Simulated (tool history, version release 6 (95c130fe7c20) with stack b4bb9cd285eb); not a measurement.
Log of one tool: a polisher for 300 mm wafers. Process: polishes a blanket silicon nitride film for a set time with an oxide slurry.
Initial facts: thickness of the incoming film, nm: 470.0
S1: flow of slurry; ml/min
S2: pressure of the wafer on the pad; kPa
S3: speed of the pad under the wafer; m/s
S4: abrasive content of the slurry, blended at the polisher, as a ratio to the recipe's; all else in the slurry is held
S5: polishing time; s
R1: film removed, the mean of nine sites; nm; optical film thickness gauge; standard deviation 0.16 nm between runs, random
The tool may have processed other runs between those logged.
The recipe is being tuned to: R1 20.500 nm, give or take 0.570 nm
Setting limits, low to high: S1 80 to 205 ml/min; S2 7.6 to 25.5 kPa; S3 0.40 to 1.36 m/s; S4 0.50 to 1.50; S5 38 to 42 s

run,hour,S1,S2,S3,S4,S5,R1
1,0.0,135,16.5,0.88,1.00,42,14.381
2,7.6,150,16.5,0.88,1.00,42,14.848
3,12.4,155,17.2,0.88,1.00,42,15.233
4,13.9,155,17.2,0.76,1.00,42,13.659
5,21.3,175,17.2,0.76,1.00,42,13.752
6,22.5,175,17.2,0.58,1.00,42,11.401
7,25.0,190,21.4,0.66,1.00,42,15.471
8,27.4,190,22.1,0.68,1.00,42,16.359
9,33.4,190,22.1,0.68,1.00,42,16.542
10,41.4,190,22.8,0.68,1.00,42,17.102
11,49.1,190,23.4,0.68,1.00,42,17.489
12,57.1,190,24.1,0.68,1.00,42,17.997
13,63.1,195,24.8,0.72,1.00,42,19.241

Exercise: of the 4 proposed moves below, exactly one satisfies all targets within the stated allowed misses. Which move is it?
A,69.1,205,23.4,0.86,0.95,42,?
B,69.1,175,24.8,0.64,1.00,42,?
C,69.1,190,24.8,0.76,1.15,38,?
D,69.1,205,25.5,0.74,1.00,40,?

move,R1
A,20.446
B,17.513
C,19.165
D,19.377
A: all results in spec
B: moves away from the targets compared with the last run
C: moves away from the targets compared with the last run
D: moves toward the targets from the last run without getting all of them in spec
Move A is the one to make.
